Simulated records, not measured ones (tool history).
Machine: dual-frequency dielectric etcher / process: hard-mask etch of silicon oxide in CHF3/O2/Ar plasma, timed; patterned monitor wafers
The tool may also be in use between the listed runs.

run  hour  source power (kW)  bias power (kW)  etch time (s)  mean etch depth across the wafer (Å)
  1     0                0.7            0.151             17                                 353.4
  2   3.3               0.68             0.15             17                                345.75
  3    10               0.68            0.165             17                                358.93
  4  13.3               0.68            0.189             17                                375.58
  5  14.2               0.65            0.188             17                                371.15
  6  14.7               0.59            0.188             17                                357.69

Run 7 comes next. What will it give?
  7    20               0.57            0.187             17                                     ?

{"run 7": {"mean etch depth across the wafer (Å)": 352.59}}
